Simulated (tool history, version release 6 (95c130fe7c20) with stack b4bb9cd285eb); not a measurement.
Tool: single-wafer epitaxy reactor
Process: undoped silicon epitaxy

run	day	wafer temperature setpoint (pyrometer-controlled) (°C)	deposition time (s)	mean film thickness on the monitor wafer (angstrom)
1	0.000	660	513	1205.20
2	0.288	660	463	1089.80
3	0.571	660	402	948.54
4	0.596	660	365	857.60
5	0.812	660	413	967.43
6	1.150	653	413	846.63
7	1.412	656	413	897.08

Run 8 is up next; what results do you expect?
8	1.646	658	413	?

mean film thickness on the monitor wafer (angstrom): 929.45
